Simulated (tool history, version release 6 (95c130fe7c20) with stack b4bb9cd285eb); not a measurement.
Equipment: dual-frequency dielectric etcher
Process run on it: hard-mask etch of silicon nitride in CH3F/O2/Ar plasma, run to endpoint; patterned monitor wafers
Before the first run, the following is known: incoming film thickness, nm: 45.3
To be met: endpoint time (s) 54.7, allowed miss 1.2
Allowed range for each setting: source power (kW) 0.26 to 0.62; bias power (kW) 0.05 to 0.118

run,hour,source power (kW),bias power (kW),endpoint time (s)
1,0,0.44,0.084,60.909
2,4.4,0.46,0.085,59.117
3,9.4,0.41,0.085,61.679
4,14.3,0.43,0.086,60.638
5,22.8,0.44,0.087,59.932
6,30.8,0.45,0.088,59.311
7,31.6,0.46,0.089,58.207
8,33.7,0.47,0.089,58.069
9,39,0.47,0.089,57.992
10,47.4,0.48,0.089,57.244
11,53.4,0.49,0.089,58.332
12,55.7,0.49,0.089,57.809
13,63.3,0.5,0.09,57.17
14,64.1,0.51,0.091,56.527
15,67.5,0.52,0.091,56.06

Below are 5 possible settings for the next run. Only one of them brings all results inside the allowed miss of their targets. Which is it?
A,70.9,0.44,0.096,?
B,70.9,0.54,0.096,?
C,70.9,0.52,0.087,?
D,70.9,0.57,0.077,?
E,70.9,0.55,0.08,?

move,endpoint time (s)
A,58.004
B,54.308
C,56.823
D,57.354
E,57.333
A: misses by more than the last run did
B: meets every target
C: misses by more than the last run did
D: misses by more than the last run did
E: misses by more than the last run did
So the answer is move B, the one that meets all the targets.

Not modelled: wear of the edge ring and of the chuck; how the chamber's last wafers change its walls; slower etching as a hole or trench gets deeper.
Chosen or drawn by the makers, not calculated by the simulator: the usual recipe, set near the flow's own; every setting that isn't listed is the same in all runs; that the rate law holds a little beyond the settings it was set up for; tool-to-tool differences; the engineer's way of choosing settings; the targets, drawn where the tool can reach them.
